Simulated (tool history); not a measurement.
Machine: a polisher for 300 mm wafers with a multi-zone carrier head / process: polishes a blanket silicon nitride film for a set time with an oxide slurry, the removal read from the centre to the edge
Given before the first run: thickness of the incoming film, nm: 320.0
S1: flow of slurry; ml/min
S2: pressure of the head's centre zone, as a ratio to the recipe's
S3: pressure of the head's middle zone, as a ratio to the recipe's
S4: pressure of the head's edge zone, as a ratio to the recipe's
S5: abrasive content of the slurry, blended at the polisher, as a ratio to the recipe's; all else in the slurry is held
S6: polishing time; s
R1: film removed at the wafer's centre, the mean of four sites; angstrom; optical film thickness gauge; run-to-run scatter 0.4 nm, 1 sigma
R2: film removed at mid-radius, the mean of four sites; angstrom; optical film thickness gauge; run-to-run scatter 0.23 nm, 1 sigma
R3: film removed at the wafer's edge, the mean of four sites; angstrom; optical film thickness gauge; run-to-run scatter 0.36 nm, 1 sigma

run  hour   S1    S2    S3    S4    S5  S6      R1      R2      R3
  1   0.0  190  1.00  1.00  1.00  1.00  83  448.47  449.61  453.40
  2   3.6  190  1.00  1.00  1.03  1.00  83  451.63  452.86  454.60
  3   6.0  195  1.03  1.01  1.00  0.85  81  430.62  420.15  416.95
  4  14.3  195  1.03  1.07  1.00  0.85  81  429.04  433.90  414.42
  5  19.3  195  1.03  1.07  0.93  0.85  81  424.38  435.78  397.38
  6  24.3  170  1.03  1.07  0.93  0.85  81  418.34  425.95  394.62
  7  25.3  175  1.04  1.05  0.91  0.75  81  400.89  407.70  369.98
  8  29.5  170  1.05  1.02  0.89  0.70  81  392.29  386.80  351.82
  9  31.5  165  1.05  1.00  0.88  0.70  81  388.60  379.64  357.56
 10  37.2  160  1.06  0.99  0.87  0.65  81  378.77  367.17  342.53
 11  41.9  155  1.07  0.98  0.86  0.65  81  390.36  359.04  341.71
 12  44.4  150  1.07  0.98  0.85  0.65  81  384.53  358.87  347.72
 13  48.8  150  1.07  0.98  0.85  0.65  81  376.83  360.42  342.16
     53.3  -- worn pad replaced by a new one
 14  53.3  150  1.07  0.98  0.85  0.65  81  426.20  398.60  370.29
 15  56.9  165  1.07  0.98  0.85  0.65  81  425.04  401.70  378.20
 16  63.9  155  1.07  0.99  0.85  0.65  81  428.17  398.11  379.37

Run 17, settings as shown, results not yet in. Your forecast:
 17  68.2  155  1.07  0.98  0.86  0.60  81   ?   ?   ?

R1: 407.08 angstrom
R2: 389.70 angstrom
R3: 374.61 angstrom

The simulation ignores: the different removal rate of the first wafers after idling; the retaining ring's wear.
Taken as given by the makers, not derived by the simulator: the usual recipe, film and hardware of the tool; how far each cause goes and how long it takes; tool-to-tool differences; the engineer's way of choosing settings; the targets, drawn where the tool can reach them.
